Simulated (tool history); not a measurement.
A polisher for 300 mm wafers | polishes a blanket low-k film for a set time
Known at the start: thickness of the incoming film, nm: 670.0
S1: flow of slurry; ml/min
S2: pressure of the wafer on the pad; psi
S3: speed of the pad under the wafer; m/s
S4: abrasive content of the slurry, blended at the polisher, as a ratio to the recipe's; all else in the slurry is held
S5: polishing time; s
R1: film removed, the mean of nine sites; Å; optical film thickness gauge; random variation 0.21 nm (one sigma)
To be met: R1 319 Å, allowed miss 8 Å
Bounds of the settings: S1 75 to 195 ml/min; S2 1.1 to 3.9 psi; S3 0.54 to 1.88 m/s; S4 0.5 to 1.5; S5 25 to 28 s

| run | hour | S1 | S2 | S3 | S4 | S5 | R1 |
|---|---|---|---|---|---|---|---|
| 1 | 0 | 125 | 2.5 | 1.2 | 1 | 28 | 198.15 |
| 2 | 7.8 | 125 | 2.5 | 1.44 | 1 | 28 | 221.06 |
| 3 | 10 | 110 | 2.5 | 1.44 | 1 | 28 | 219.73 |
| 4 | 12.3 | 110 | 2.5 | 1.44 | 1.15 | 28 | 235.28 |
| 5 | 13.6 | 120 | 2.7 | 1.44 | 1.15 | 28 | 260.9 |
| 6 | 16.2 | 100 | 2.7 | 1.44 | 1.15 | 28 | 252.46 |
| 7 | 20 | 115 | 2.8 | 1.44 | 1.15 | 28 | 264.71 |
| 8 | 22.3 | 125 | 2.9 | 1.44 | 1.15 | 28 | 280.87 |
| 9 | 31.1 | 135 | 3 | 1.44 | 1.15 | 28 | 290.84 |

Which of these 5 next moves meets every target?
| A | 39.9 | 110 | 3.3 | 1.18 | 1.05 | 27 | ? |
| B | 39.9 | 140 | 3.3 | 1.5 | 0.95 | 25 | ? |
| C | 39.9 | 125 | 3.3 | 1.34 | 1.05 | 26 | ? |
| D | 39.9 | 175 | 3.5 | 1.3 | 1.35 | 25 | ? |
| E | 39.9 | 140 | 3.1 | 1.3 | 1 | 27 | ? |

| move | R1 |
|---|---|
| A | 246.85 |
| B | 265.12 |
| C | 265.21 |
| D | 314.98 |
| E | 251.39 |
A: further off than the last run
B: further off than the last run
C: further off than the last run
D: meets every target
E: further off than the last run
Move D is the one to make.

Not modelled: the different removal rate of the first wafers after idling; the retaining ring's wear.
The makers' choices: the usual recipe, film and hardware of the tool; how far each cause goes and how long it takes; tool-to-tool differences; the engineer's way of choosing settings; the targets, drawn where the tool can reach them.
